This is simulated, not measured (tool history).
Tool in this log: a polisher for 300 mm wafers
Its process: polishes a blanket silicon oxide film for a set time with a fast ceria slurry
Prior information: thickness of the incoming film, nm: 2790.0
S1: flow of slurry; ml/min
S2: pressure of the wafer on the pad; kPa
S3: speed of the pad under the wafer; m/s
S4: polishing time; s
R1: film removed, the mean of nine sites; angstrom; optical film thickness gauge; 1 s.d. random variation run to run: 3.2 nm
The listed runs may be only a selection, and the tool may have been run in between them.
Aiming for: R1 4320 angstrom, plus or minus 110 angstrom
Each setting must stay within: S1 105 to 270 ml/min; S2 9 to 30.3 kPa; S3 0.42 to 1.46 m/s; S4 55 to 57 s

{"run": 1, "hour": 0.0, "S1": 175, "S2": 19.3, "S3": 0.94, "S4": 55, "R1": 7290.2}
{"run": 2, "hour": 5.0, "S1": 165, "S2": 16.5, "S3": 0.94, "S4": 55, "R1": 6222.4}
{"run": 3, "hour": 11.4, "S1": 165, "S2": 16.5, "S3": 0.94, "S4": 57, "R1": 6482.7}
{"run": 4, "hour": 15.6, "S1": 165, "S2": 16.5, "S3": 0.78, "S4": 57, "R1": 5522.3}
{"run": 5, "hour": 18.6, "S1": 155, "S2": 15.2, "S3": 0.78, "S4": 57, "R1": 5013.8}
{"run": 6, "hour": 25.9, "S1": 145, "S2": 14.5, "S3": 0.78, "S4": 57, "R1": 4743.3}
{"run": 7, "hour": 31.0, "S1": 120, "S2": 13.1, "S3": 0.78, "S4": 57, "R1": 4176.7}
{"run": 8, "hour": 36.2, "S1": 125, "S2": 13.1, "S3": 0.78, "S4": 57, "R1": 4188.3}

Which single option among these 5 for the next run brings every result within its allowed miss of target? Just one does.
{"run": "A", "hour": 41.4, "S1": 130, "S2": 11.7, "S3": 0.84, "S4": 57, "R1": "?"}
{"run": "B", "hour": 41.4, "S1": 120, "S2": 11.7, "S3": 0.84, "S4": 57, "R1": "?"}
{"run": "C", "hour": 41.4, "S1": 140, "S2": 9, "S3": 1.14, "S4": 55, "R1": "?"}
{"run": "D", "hour": 41.4, "S1": 140, "S2": 11, "S3": 0.94, "S4": 57, "R1": "?"}
{"run": "E", "hour": 41.4, "S1": 110, "S2": 16.5, "S3": 0.62, "S4": 55, "R1": "?"}

move=A R1=4068.6
move=B R1=4006.6
move=C R1=4040
move=D R1=4288.4
move=E R1=4095.8
A: further off than the last run
B: further off than the last run
C: further off than the last run
D: all results land within tolerance of their targets
E: further off than the last run
D meets every target.
